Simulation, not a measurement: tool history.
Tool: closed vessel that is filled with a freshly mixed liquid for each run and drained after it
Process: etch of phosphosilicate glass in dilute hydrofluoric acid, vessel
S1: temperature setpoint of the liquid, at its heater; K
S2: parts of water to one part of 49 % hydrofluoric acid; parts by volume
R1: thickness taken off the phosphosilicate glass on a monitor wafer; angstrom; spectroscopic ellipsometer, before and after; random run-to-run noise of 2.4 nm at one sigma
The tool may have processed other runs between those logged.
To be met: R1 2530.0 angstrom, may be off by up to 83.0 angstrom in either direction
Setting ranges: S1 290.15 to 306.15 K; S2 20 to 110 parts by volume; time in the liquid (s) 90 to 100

{"run": 1, "hour": 0.0, "S1": 298.15, "S2": 60, "time in the liquid (s)": 90, "R1": 1356.3}
{"run": 2, "hour": 2.3, "S1": 298.15, "S2": 40, "time in the liquid (s)": 90, "R1": 2050.4}
{"run": 3, "hour": 9.7, "S1": 298.15, "S2": 20, "time in the liquid (s)": 90, "R1": 4133.1}
{"run": 4, "hour": 11.4, "S1": 298.15, "S2": 20, "time in the liquid (s)": 100, "R1": 4648.1}
{"run": 5, "hour": 19.6, "S1": 295.65, "S2": 25, "time in the liquid (s)": 100, "R1": 3330.0}
{"run": 6, "hour": 20.7, "S1": 294.65, "S2": 25, "time in the liquid (s)": 100, "R1": 3197.9}
{"run": 7, "hour": 29.3, "S1": 293.65, "S2": 25, "time in the liquid (s)": 100, "R1": 3070.8}
{"run": 8, "hour": 30.9, "S1": 292.65, "S2": 25, "time in the liquid (s)": 100, "R1": 2920.9}
{"run": 9, "hour": 35.3, "S1": 292.15, "S2": 25, "time in the liquid (s)": 100, "R1": 2867.6}
{"run": 10, "hour": 43.6, "S1": 291.65, "S2": 25, "time in the liquid (s)": 100, "R1": 2800.9}
{"run": 11, "hour": 46.0, "S1": 291.15, "S2": 25, "time in the liquid (s)": 100, "R1": 2757.8}

Next run, 5 choices. One meets every target within its allowed miss, the rest don't. Which?
{"run": "A", "hour": 48.4, "S1": 290.65, "S2": 25, "time in the liquid (s)": 95, "R1": "?"}
{"run": "B", "hour": 48.4, "S1": 292.65, "S2": 30, "time in the liquid (s)": 95, "R1": "?"}
{"run": "C", "hour": 48.4, "S1": 290.15, "S2": 25, "time in the liquid (s)": 90, "R1": "?"}
{"run": "D", "hour": 48.4, "S1": 293.15, "S2": 30, "time in the liquid (s)": 95, "R1": "?"}
{"run": "E", "hour": 48.4, "S1": 292.15, "S2": 30, "time in the liquid (s)": 100, "R1": "?"}

move=A R1=2559.3
move=B R1=2314.0
move=C R1=2371.6
move=D R1=2364.5
move=E R1=2383.5
A: every result lands within tolerance
B: moves the result that the last run missed by most past its target, out the other side
C: moves the result that the last run missed by most past its target, out the other side
D: moves the result that the last run missed by most past its target, out the other side
E: moves the result that the last run missed by most past its target, out the other side
Correct choice: A, which meets every target

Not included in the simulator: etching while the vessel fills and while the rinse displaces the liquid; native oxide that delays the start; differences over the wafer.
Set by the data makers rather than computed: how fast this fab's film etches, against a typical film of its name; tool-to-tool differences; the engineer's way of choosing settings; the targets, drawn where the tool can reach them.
